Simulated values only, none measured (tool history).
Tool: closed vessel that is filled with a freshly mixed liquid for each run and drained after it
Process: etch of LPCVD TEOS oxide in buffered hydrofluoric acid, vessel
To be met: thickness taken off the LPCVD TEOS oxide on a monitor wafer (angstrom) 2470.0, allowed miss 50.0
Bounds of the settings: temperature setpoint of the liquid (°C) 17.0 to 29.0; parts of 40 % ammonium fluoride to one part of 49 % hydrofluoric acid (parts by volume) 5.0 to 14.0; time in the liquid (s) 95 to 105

| run | day | temperature setpoint of the liquid (°C) | parts of 40 % ammonium fluoride to one part of 49 % hydrofluoric acid (parts by volume) | time in the liquid (s) | thickness taken off the LPCVD TEOS oxide on a monitor wafer (angstrom) |
|---|---|---|---|---|---|
| 1 | 0.000 | 21.0 | 8.5 | 95 | 1857.8 |
| 2 | 0.242 | 21.5 | 8.5 | 95 | 1908.7 |
| 3 | 0.362 | 20.0 | 8.5 | 95 | 1758.1 |
| 4 | 0.675 | 20.0 | 8.5 | 95 | 1762.4 |
| 5 | 0.950 | 21.0 | 8.5 | 95 | 1873.4 |
| 6 | 1.254 | 21.0 | 8.5 | 105 | 2052.9 |
| 7 | 1.583 | 21.5 | 8.5 | 105 | 2110.7 |
| 8 | 1.925 | 22.0 | 8.5 | 105 | 2172.3 |
| 9 | 2.067 | 22.0 | 8.5 | 105 | 2177.3 |
| 10 | 2.417 | 22.5 | 8.5 | 105 | 2247.1 |
| 11 | 2.771 | 23.5 | 8.5 | 105 | 2370.8 |

4 next moves are on the table. One of them brings every result within its allowed miss. Which?
| A | 3.125 | 26.0 | 10.0 | 105 | ? |
| B | 3.125 | 21.5 | 7.0 | 105 | ? |
| C | 3.125 | 27.0 | 9.5 | 100 | ? |
| D | 3.125 | 24.5 | 9.0 | 105 | ? |

| move | thickness taken off the LPCVD TEOS oxide on a monitor wafer (angstrom) |
|---|---|
| A | 2367.8 |
| B | 2607.1 |
| C | 2455.2 |
| D | 2335.6 |
A: as far off as the last run
B: takes the result that was furthest off past its target
C: meets every target
D: further off than the last run
Answer: C

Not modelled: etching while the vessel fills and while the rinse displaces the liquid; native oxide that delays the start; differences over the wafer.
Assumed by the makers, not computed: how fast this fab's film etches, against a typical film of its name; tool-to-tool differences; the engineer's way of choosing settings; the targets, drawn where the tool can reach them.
